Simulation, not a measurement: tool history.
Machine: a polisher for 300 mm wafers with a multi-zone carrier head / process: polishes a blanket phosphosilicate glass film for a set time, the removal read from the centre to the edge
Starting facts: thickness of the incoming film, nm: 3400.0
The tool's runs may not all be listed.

run	hour	flow of slurry (ml/min)	pressure of the head's centre zone	pressure of the head's middle zone	pressure of the head's edge zone	abrasive content of the slurry	polishing time (s)	film removed at the wafer's centre (angstrom)	film removed at mid-radius (angstrom)	film removed at the wafer's edge (angstrom)
1	0	135	1	1	1	1	68	4263.4	4300.6	4370.2
2	2.9	120	0.95	0.97	0.97	0.85	58	3213.6	3323.7	3438.5
3	7.5	120	0.95	0.97	1.02	0.85	58	3195.2	3321.5	3473.1
4	11.3	120	0.95	0.97	1.02	0.85	43	2391.8	2479.7	2599
5	12	115	0.92	0.96	1.02	0.75	40	2033.2	2144.1	2281.1
6	13.2	110	0.89	0.95	1.01	0.7	40	1835.2	2062.6	2188.3

What does the tool deliver on the next run?
7	19.2	105	0.88	0.93	0.98	0.65	40	?	?	?

{"run 7": {"film removed at the wafer's centre (angstrom)": 1788.6, "film removed at mid-radius (angstrom)": 1976.1, "film removed at the wafer's edge (angstrom)": 2113.6}}
